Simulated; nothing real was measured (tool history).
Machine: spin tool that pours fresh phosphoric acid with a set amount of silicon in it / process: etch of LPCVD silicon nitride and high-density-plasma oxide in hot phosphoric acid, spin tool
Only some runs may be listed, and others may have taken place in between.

run,day,temperature setpoint of the liquid (K),silicon dissolved in the acid as it is poured (mg a litre),time under the liquid (s),thickness taken off the LPCVD silicon nitride on a monitor wafer (Å),thickness taken off the high-density-plasma oxide on a monitor wafer (Å)
1,0.000,436.15,29.5,180,168.290,3.766500
2,0.325,436.15,42.0,180,167.700,1.833400
3,0.671,435.15,42.0,180,162.100,1.718300
4,0.967,434.15,42.0,180,158.090,1.274700
5,1.104,434.15,31.5,180,159.610,2.099900
6,1.333,434.15,22.0,180,156.550,3.981400
7,1.546,431.65,24.0,90,73.531,1.498000
8,1.729,431.65,27.5,80,64.354,1.270200
9,1.783,431.65,31.0,70,56.598,0.888550
10,1.967,431.65,34.0,60,48.362,0.682480
11,2.117,431.65,36.0,55,44.282,0.557310
12,2.296,431.65,38.0,50,40.044,0.505050
13,2.608,431.65,40.0,50,40.583,0.421240
14,2.683,431.65,41.0,45,36.192,0.343510
15,2.717,431.65,42.0,45,36.474,0.334600
16,3.000,431.15,49.0,15,11.814,0.089558
17,3.042,431.65,49.0,15,11.987,0.085936
18,3.196,431.65,47.0,20,15.945,0.115240
19,3.521,431.65,45.5,25,20.163,0.144090

Estimate the outcome of run 20 from the log above:
20,3.621,434.15,48.5,65,?,?

Run 20 came out at thickness taken off the LPCVD silicon nitride on a monitor wafer (Å) 56.963, thickness taken off the high-density-plasma oxide on a monitor wafer (Å) 0.492480.
